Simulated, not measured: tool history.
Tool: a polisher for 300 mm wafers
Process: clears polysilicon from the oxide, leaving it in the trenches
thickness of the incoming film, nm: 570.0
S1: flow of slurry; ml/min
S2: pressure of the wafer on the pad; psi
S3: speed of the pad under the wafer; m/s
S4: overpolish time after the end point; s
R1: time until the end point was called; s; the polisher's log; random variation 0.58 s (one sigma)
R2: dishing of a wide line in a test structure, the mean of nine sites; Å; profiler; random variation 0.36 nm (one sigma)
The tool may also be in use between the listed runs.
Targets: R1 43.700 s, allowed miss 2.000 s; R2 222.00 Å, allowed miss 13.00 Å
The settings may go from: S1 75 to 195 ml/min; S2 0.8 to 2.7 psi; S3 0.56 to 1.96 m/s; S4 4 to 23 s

run	hour	S1	S2	S3	S4	R1	R2
1	0.0	125	1.7	1.26	12	57.160	231.49
2	7.5	125	1.7	1.02	12	69.821	230.75
3	9.4	125	1.8	1.02	10	65.413	226.89
4	10.9	125	1.5	1.02	10	76.253	222.36
5	14.7	125	1.3	1.02	10	88.179	206.16
6	18.7	130	1.4	1.10	9	76.558	216.44
7	23.2	95	1.9	1.14	15	59.563	233.27
8	29.4	90	2.0	1.18	13	54.495	226.72
9	34.5	90	2.1	1.18	12	53.462	228.50
10	35.3	90	2.2	1.20	11	49.133	228.93
11	42.0	90	2.2	1.20	11	48.780	233.03
12	44.1	85	2.2	1.22	10	49.044	224.85
13	52.1	85	2.2	1.22	9	48.664	227.84

4 next moves are on the table. One of them brings every result within its allowed miss. Which?
A	60.1	75	1.7	1.34	6	?	?
B	60.1	75	1.9	1.24	11	?	?
C	60.1	85	1.7	1.38	6	?	?
D	60.1	115	2.3	1.24	6	?	?

move	R1	R2
A	60.231	211.82
B	58.289	228.72
C	56.644	214.59
D	43.721	223.38
A: further off than the last run
B: further off than the last run
C: further off than the last run
D: meets every target
Answer: D
